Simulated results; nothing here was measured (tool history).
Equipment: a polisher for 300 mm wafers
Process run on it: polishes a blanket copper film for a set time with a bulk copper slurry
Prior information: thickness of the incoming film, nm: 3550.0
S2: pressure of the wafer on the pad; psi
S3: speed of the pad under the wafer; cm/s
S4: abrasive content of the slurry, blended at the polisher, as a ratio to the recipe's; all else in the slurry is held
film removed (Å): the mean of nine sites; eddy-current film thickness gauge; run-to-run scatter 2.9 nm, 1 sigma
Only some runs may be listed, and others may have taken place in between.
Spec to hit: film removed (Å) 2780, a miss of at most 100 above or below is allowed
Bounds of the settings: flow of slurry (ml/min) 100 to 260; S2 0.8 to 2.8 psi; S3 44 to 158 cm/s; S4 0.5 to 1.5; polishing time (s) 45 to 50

Run 1, hour 0: flow of slurry (ml/min) 165, S2 1.8 psi, S3 100 cm/s, S4 1, polishing time (s) 50. Result: film removed (Å) 3029.
Run 2, hour 1: flow of slurry (ml/min) 165, S2 1.8 psi, S3 100 cm/s, S4 1.15, polishing time (s) 50. Result: film removed (Å) 3123.4.
Run 3, hour 2.2: flow of slurry (ml/min) 195, S2 1.8 psi, S3 100 cm/s, S4 1.15, polishing time (s) 50. Result: film removed (Å) 3199.8.
Run 4, hour 10.6: flow of slurry (ml/min) 190, S2 1.7 psi, S3 100 cm/s, S4 1.15, polishing time (s) 50. Result: film removed (Å) 3054.9.
Run 5, hour 16.4: flow of slurry (ml/min) 190, S2 1.7 psi, S3 100 cm/s, S4 1.05, polishing time (s) 50. Result: film removed (Å) 3043.3.
Run 6, hour 25: flow of slurry (ml/min) 190, S2 1.7 psi, S3 100 cm/s, S4 0.9, polishing time (s) 50. Result: film removed (Å) 2956.7.
Run 7, hour 26.1: flow of slurry (ml/min) 185, S2 1.7 psi, S3 100 cm/s, S4 0.9, polishing time (s) 50. Result: film removed (Å) 2935.
Run 8, hour 29.5: flow of slurry (ml/min) 180, S2 1.7 psi, S3 100 cm/s, S4 0.9, polishing time (s) 50. Result: film removed (Å) 2937.3.
Run 9, hour 31: flow of slurry (ml/min) 175, S2 1.7 psi, S3 100 cm/s, S4 0.9, polishing time (s) 50. Result: film removed (Å) 2898.2.
Run 10, hour 32: flow of slurry (ml/min) 170, S2 1.7 psi, S3 100 cm/s, S4 0.9, polishing time (s) 50. Result: film removed (Å) 2932.3.

4 candidate next runs follow, results not yet known. Just one meets every target within its allowed miss. Identify it.
Run A, hour 33: flow of slurry (ml/min) 135, S2 1.3 psi, S3 130 cm/s, S4 1.05, polishing time (s) 50. Result: film removed (Å) ?.
Run B, hour 33: flow of slurry (ml/min) 105, S2 1.9 psi, S3 116 cm/s, S4 0.7, polishing time (s) 50. Result: film removed (Å) ?.
Run C, hour 33: flow of slurry (ml/min) 245, S2 1.9 psi, S3 84 cm/s, S4 0.9, polishing time (s) 47. Result: film removed (Å) ?.
Run D, hour 33: flow of slurry (ml/min) 155, S2 1.7 psi, S3 108 cm/s, S4 1.15, polishing time (s) 50. Result: film removed (Å) ?.

move  film removed (Å)
   A            2948.9
   B            3066.1
   C            2762.9
   D            3179.3
A: the biggest miss grows against the last run
B: the biggest miss grows against the last run
C: every result lands within tolerance
D: the biggest miss grows against the last run
Go with C: it meets all targets.
